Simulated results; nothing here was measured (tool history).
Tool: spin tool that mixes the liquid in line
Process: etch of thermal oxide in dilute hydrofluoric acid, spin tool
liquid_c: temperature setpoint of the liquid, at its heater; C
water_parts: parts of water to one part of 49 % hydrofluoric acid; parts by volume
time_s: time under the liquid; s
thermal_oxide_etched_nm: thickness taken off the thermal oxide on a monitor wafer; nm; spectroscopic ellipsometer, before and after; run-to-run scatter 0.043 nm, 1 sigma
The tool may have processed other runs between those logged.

Run 1, hour 0.0: liquid_c 22.0 C, water_parts 45 parts by volume, time_s 80 s. Result: thermal_oxide_etched_nm 8.864 nm.
Run 2, hour 2.1: liquid_c 22.0 C, water_parts 35 parts by volume, time_s 80 s. Result: thermal_oxide_etched_nm 11.673 nm.
Run 3, hour 3.9: liquid_c 22.0 C, water_parts 25 parts by volume, time_s 80 s. Result: thermal_oxide_etched_nm 16.126 nm.
Run 4, hour 11.6: liquid_c 22.0 C, water_parts 20 parts by volume, time_s 80 s. Result: thermal_oxide_etched_nm 20.679 nm.
Run 5, hour 14.1: liquid_c 23.5 C, water_parts 20 parts by volume, time_s 80 s. Result: thermal_oxide_etched_nm 21.966 nm.
Run 6, hour 22.2: liquid_c 22.5 C, water_parts 20 parts by volume, time_s 80 s. Result: thermal_oxide_etched_nm 20.852 nm.

Run 7, settings as shown, results not yet in. Your forecast:
Run 7, hour 30.7: liquid_c 22.0 C, water_parts 20 parts by volume, time_s 80 s. Result: thermal_oxide_etched_nm ?.

thermal_oxide_etched_nm: 20.401 nm
